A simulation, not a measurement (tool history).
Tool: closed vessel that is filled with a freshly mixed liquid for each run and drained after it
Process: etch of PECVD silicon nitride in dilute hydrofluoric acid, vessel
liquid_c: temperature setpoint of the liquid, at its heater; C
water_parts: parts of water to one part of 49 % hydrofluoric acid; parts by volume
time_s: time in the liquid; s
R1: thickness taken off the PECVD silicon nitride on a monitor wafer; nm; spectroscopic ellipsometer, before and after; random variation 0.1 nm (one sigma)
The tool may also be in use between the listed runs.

{"run": 1, "hour": 0.0, "liquid_c": 21.0, "water_parts": 40, "time_s": 710, "R1": 27.547}
{"run": 2, "hour": 2.8, "liquid_c": 19.5, "water_parts": 45, "time_s": 710, "R1": 22.485}
{"run": 3, "hour": 4.9, "liquid_c": 18.5, "water_parts": 50, "time_s": 710, "R1": 19.039}
{"run": 4, "hour": 9.7, "liquid_c": 17.0, "water_parts": 50, "time_s": 710, "R1": 17.036}
{"run": 5, "hour": 16.7, "liquid_c": 17.0, "water_parts": 55, "time_s": 710, "R1": 15.329}
{"run": 6, "hour": 25.0, "liquid_c": 19.5, "water_parts": 55, "time_s": 710, "R1": 18.538}
{"run": 7, "hour": 31.4, "liquid_c": 18.5, "water_parts": 55, "time_s": 710, "R1": 17.21}

The next listed run, before its measurement:
{"run": 8, "hour": 32.4, "liquid_c": 18.0, "water_parts": 55, "time_s": 710, "R1": "?"}

{"run 8": {"R1": 16.779}}

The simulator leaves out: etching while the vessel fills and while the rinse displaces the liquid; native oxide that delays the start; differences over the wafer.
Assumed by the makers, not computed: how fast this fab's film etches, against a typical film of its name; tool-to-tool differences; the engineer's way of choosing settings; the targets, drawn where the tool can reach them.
